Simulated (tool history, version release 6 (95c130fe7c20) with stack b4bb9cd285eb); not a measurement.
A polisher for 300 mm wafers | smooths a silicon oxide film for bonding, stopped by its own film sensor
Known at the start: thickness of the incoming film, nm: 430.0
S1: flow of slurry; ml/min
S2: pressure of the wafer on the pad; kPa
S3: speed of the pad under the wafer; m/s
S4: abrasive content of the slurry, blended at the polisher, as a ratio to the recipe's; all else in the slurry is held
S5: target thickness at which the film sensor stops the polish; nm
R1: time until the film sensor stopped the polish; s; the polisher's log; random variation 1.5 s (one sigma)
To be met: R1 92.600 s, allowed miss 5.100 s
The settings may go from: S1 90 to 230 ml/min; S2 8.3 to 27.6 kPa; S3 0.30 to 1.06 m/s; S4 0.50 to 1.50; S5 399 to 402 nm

run 1 day=0.000 | S1=150 S2=17.9 S3=0.68 S4=1.00 S5=399 | R1=46.212
run 2 day=0.025 | S1=150 S2=15.9 S3=0.66 S4=1.00 S5=399 | R1=54.289
run 3 day=0.371 | S1=150 S2=15.9 S3=0.66 S4=1.00 S5=402 | R1=48.973
run 4 day=0.604 | S1=150 S2=14.5 S3=0.62 S4=1.00 S5=402 | R1=56.582
run 5 day=0.838 | S1=150 S2=14.5 S3=0.62 S4=1.20 S5=402 | R1=49.242
run 6 day=1.038 | S1=150 S2=14.5 S3=0.62 S4=1.20 S5=402 | R1=50.651
run 7 day=1.167 | S1=150 S2=13.1 S3=0.58 S4=1.20 S5=402 | R1=58.340
run 8 day=1.492 | S1=150 S2=12.4 S3=0.56 S4=1.20 S5=402 | R1=61.122
run 9 day=1.829 | S1=150 S2=11.7 S3=0.54 S4=1.20 S5=402 | R1=64.536
run 10 day=2.175 | S1=150 S2=11.0 S3=0.52 S4=1.20 S5=402 | R1=72.007
-- day=2.512 head pressure recalibrated
run 11 day=2.512 | S1=150 S2=10.3 S3=0.52 S4=1.20 S5=402 | R1=73.422
run 12 day=2.692 | S1=150 S2=9.7 S3=0.50 S4=1.20 S5=402 | R1=79.316
run 13 day=2.892 | S1=150 S2=8.3 S3=0.44 S4=1.20 S5=402 | R1=98.674

Which of these 4 next moves meets every target?
run A day=3.092 | S1=90 S2=9.7 S3=0.36 S4=1.15 S5=402 | R1=?
run B day=3.092 | S1=165 S2=9.7 S3=0.36 S4=0.95 S5=402 | R1=?
run C day=3.092 | S1=175 S2=11.7 S3=0.50 S4=1.05 S5=399 | R1=?
run D day=3.092 | S1=120 S2=9.7 S3=0.46 S4=1.25 S5=400 | R1=?

move=A R1=106.520
move=B R1=106.640
move=C R1=76.057
move=D R1=90.054
A: further off than the last run
B: further off than the last run
C: takes the result that was furthest off past its target
D: meets every target
Move D is the one to make.
